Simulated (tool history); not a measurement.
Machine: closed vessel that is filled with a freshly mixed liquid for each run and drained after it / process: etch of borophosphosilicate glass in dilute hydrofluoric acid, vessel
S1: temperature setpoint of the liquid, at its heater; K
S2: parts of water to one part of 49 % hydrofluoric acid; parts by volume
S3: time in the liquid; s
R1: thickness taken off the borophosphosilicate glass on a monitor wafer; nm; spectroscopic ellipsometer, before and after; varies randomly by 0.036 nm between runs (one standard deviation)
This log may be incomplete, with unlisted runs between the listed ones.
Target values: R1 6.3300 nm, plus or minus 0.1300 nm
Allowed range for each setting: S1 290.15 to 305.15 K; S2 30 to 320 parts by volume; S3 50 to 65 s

run  hour      S1   S2  S3       R1
  1   0.0  297.15  175  65   9.0065
  2   3.1  297.15  110  65  15.3240
  3  11.8  297.15  110  50  11.6860
  4  14.8  298.65  110  50  12.5360
  5  18.1  296.65  110  50  11.5830
  6  27.1  295.15  120  50  10.0100
  7  33.8  294.15  125  50   9.1260
  8  36.7  294.15  125  50   9.0003
  9  38.4  293.15  130  50   8.3715
 10  44.9  292.65  135  50   7.8327
 11  52.6  292.15  135  50   7.7677
 12  54.2  291.65  140  50   7.2117
 13  61.2  291.15  140  50   7.1494
 14  65.4  290.65  145  50   6.6659
 15  72.3  290.15  145  50   6.5042

Next run, 4 choices. One meets every target within its allowed miss, the rest don't. Which?
  A  79.2  291.15  145  50   ?
  B  79.2  290.15  150  50   ?
  C  79.2  291.65  185  65   ?
  D  79.2  291.65  145  50   ?

move      R1
   A  6.7719
   B  6.2533
   C  6.7691
   D  6.9108
A: the biggest miss grows against the last run
B: each result inside its tolerance
C: the biggest miss grows against the last run
D: the biggest miss grows against the last run
B is the move that brings every result within its allowed miss.

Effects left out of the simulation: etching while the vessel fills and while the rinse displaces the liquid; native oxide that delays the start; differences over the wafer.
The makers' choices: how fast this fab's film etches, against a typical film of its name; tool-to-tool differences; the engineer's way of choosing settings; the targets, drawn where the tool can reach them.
